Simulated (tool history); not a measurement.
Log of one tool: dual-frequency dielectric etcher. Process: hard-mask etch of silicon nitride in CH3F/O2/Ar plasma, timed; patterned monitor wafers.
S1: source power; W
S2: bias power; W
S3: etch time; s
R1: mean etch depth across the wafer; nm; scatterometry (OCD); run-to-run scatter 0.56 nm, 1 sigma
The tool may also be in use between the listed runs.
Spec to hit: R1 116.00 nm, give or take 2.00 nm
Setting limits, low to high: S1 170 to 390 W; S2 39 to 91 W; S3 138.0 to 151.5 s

run  hour   S1  S2     S3      R1
  1   0.0  280  65  151.5  104.94
  2   5.7  280  55  151.5  100.93
  3  14.4  280  55  151.5  100.28
  4  23.1  310  56  151.5  107.60
  5  28.5  310  56  138.0   97.86
  6  37.1  340  56  138.0  102.37
  7  42.3  350  60  139.0  106.16
  8  49.3  390  69  141.0  119.25

Consider the 5 candidate settings below. Which is the only one whose results all fall within their allowed miss of target?
  A  56.3  380  68  149.0   ?
  B  56.3  390  61  151.5   ?
  C  56.3  370  59  146.5   ?
  D  56.3  390  72  147.0   ?
  E  56.3  390  64  147.0   ?

move      R1
   A  123.71
   B  124.03
   C  115.82
   D  125.50
   E  121.78
A: further off than the last run
B: further off than the last run
C: in spec on every target
D: further off than the last run
E: further off than the last run
The move that meets every target is C.
